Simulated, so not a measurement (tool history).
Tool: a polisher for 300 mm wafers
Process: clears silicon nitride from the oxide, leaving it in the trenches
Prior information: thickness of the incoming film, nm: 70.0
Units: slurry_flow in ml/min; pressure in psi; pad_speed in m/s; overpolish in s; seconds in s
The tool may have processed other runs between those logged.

Run 1, hour 0: slurry_flow 185 ml/min, pressure 2 psi, pad_speed 1.28 m/s, overpolish 4 s. Result: seconds 77.896 s.
Run 2, hour 0.6: slurry_flow 185 ml/min, pressure 2 psi, pad_speed 1.28 m/s, overpolish 4 s. Result: seconds 79.417 s.
Run 3, hour 5.2: slurry_flow 185 ml/min, pressure 2.3 psi, pad_speed 1.28 m/s, overpolish 4 s. Result: seconds 68.883 s.
Run 4, hour 13: slurry_flow 145 ml/min, pressure 2.3 psi, pad_speed 1.28 m/s, overpolish 4 s. Result: seconds 71.603 s.
Run 5, hour 20.6: slurry_flow 150 ml/min, pressure 2.4 psi, pad_speed 1.28 m/s, overpolish 4 s. Result: seconds 69.239 s.
Run 6, hour 29.5: slurry_flow 150 ml/min, pressure 2.4 psi, pad_speed 1.28 m/s, overpolish 3 s. Result: seconds 67.688 s.
Run 7, hour 36.2: slurry_flow 150 ml/min, pressure 2.4 psi, pad_speed 1.28 m/s, overpolish 3 s. Result: seconds 68.75 s.

Run 8, settings as shown, results not yet in. Your forecast:
At hour 38.6: worn pad replaced by a new one.
Run 8, hour 38.6: slurry_flow 160 ml/min, pressure 2.5 psi, pad_speed 1.28 m/s, overpolish 3 s. Result: seconds ?.

{"run 8": {"seconds": 60.082}}
